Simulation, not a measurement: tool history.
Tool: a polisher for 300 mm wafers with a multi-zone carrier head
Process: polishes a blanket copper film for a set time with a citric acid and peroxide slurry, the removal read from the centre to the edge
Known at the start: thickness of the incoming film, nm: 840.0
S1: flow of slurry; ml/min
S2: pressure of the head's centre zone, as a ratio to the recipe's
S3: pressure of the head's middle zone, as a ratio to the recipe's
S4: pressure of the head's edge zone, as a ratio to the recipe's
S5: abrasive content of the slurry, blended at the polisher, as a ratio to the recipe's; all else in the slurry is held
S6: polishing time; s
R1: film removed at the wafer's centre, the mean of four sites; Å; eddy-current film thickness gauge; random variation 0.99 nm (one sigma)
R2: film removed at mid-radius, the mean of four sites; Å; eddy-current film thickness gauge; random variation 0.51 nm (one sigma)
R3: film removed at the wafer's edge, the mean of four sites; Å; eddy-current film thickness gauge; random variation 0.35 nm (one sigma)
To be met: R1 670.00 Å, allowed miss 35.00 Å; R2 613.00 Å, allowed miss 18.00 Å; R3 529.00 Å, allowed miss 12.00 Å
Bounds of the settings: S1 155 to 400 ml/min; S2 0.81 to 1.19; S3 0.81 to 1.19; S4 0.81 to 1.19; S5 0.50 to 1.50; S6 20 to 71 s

run    day   S1    S2    S3    S4    S5  S6      R1      R2      R3
  1  0.000  255  1.00  1.00  1.00  1.00  45  912.07  912.95  922.68
  2  0.112  260  1.04  1.02  0.95  0.85  40  830.74  785.24  759.01
  3  0.458  255  1.05  1.03  0.91  0.75  38  746.98  706.98  675.57
  4  0.708  250  1.08  1.06  0.88  0.65  37  712.05  661.40  610.16
  5  0.746  250  1.08  1.06  0.88  0.80  37  769.79  726.98  659.57
  6  0.888  290  1.08  1.06  0.88  0.80  37  762.33  735.60  665.22
  7  1.033  275  1.09  1.07  0.86  0.70  36  737.66  671.36  612.62
  8  1.200  260  1.09  1.09  0.84  0.65  36  712.54  669.55  587.26

4 next moves are on the table. One of them brings every result within its allowed miss. Which?
  A  1.367  325  1.14  1.03  0.90  0.50  41   ?   ?   ?
  B  1.367  190  1.19  1.15  0.89  0.50  37   ?   ?   ?
  C  1.367  280  1.02  0.91  1.09  0.50  40   ?   ?   ?
  D  1.367  275  1.19  1.03  0.82  0.65  34   ?   ?   ?

move      R1      R2      R3
   A  760.93  654.24  621.29
   B  674.80  613.54  534.09
   C  653.52  567.84  658.97
   D  730.25  602.13  550.44
A: further off than the last run
B: meets every target
C: further off than the last run
D: nearer than the last run, and not there yet
The right move is B.

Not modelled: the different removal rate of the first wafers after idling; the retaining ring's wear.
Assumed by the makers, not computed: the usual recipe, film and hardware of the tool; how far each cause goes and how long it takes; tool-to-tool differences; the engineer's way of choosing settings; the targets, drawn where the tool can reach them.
